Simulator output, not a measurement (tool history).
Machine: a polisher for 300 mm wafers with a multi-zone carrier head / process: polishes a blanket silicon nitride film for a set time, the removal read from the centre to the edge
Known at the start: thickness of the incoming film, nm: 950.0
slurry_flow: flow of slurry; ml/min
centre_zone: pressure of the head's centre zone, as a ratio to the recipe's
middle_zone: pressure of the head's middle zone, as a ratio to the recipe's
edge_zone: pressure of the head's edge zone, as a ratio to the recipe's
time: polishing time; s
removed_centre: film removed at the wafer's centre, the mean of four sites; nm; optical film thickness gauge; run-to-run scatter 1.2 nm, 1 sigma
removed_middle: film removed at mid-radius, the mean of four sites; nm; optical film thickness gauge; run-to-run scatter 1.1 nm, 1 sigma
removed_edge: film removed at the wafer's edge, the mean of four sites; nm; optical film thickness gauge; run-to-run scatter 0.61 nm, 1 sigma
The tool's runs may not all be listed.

Run 1, hour 0.0: slurry_flow 160 ml/min, centre_zone 1.00, middle_zone 1.00, edge_zone 1.00, time 60 s. Result: removed_centre 146.49 nm, removed_middle 148.690 nm, removed_edge 149.360 nm.
Run 2, hour 4.1: slurry_flow 160 ml/min, centre_zone 1.00, middle_zone 1.05, edge_zone 1.00, time 60 s. Result: removed_centre 142.24 nm, removed_middle 157.640 nm, removed_edge 148.630 nm.
Run 3, hour 11.4: slurry_flow 160 ml/min, centre_zone 1.01, middle_zone 1.04, edge_zone 0.98, time 58 s. Result: removed_centre 141.25 nm, removed_middle 149.060 nm, removed_edge 142.680 nm.
Run 4, hour 18.3: slurry_flow 160 ml/min, centre_zone 1.02, middle_zone 1.04, edge_zone 0.96, time 56 s. Result: removed_centre 136.19 nm, removed_middle 142.530 nm, removed_edge 136.440 nm.
Run 5, hour 26.6: slurry_flow 180 ml/min, centre_zone 1.02, middle_zone 1.04, edge_zone 0.96, time 56 s. Result: removed_centre 141.56 nm, removed_middle 142.630 nm, removed_edge 137.710 nm.
Run 6, hour 32.9: slurry_flow 180 ml/min, centre_zone 1.03, middle_zone 1.04, edge_zone 0.94, time 55 s. Result: removed_centre 138.66 nm, removed_middle 142.090 nm, removed_edge 133.780 nm.
Run 7, hour 37.3: slurry_flow 180 ml/min, centre_zone 1.04, middle_zone 1.03, edge_zone 0.93, time 54 s. Result: removed_centre 137.55 nm, removed_middle 142.320 nm, removed_edge 129.940 nm.
Run 8, hour 42.9: slurry_flow 180 ml/min, centre_zone 1.04, middle_zone 1.01, edge_zone 0.92, time 53 s. Result: removed_centre 135.37 nm, removed_middle 137.130 nm, removed_edge 129.620 nm.
Run 9, hour 46.7: slurry_flow 135 ml/min, centre_zone 1.14, middle_zone 0.99, edge_zone 0.82, time 40 s. Result: removed_centre 105.64 nm, removed_middle 94.613 nm, removed_edge 88.762 nm.
Run 10, hour 48.5: slurry_flow 135 ml/min, centre_zone 1.14, middle_zone 0.99, edge_zone 0.82, time 40 s. Result: removed_centre 105.23 nm, removed_middle 95.035 nm, removed_edge 87.815 nm.

The next listed run, before its measurement:
Run 11, hour 53.6: slurry_flow 145 ml/min, centre_zone 1.14, middle_zone 0.99, edge_zone 0.83, time 40 s. Result: removed_centre ?, removed_middle ?, removed_edge ?.

{"run 11": {"removed_centre": 106.82, "removed_middle": 95.327, "removed_edge": 89.764}}
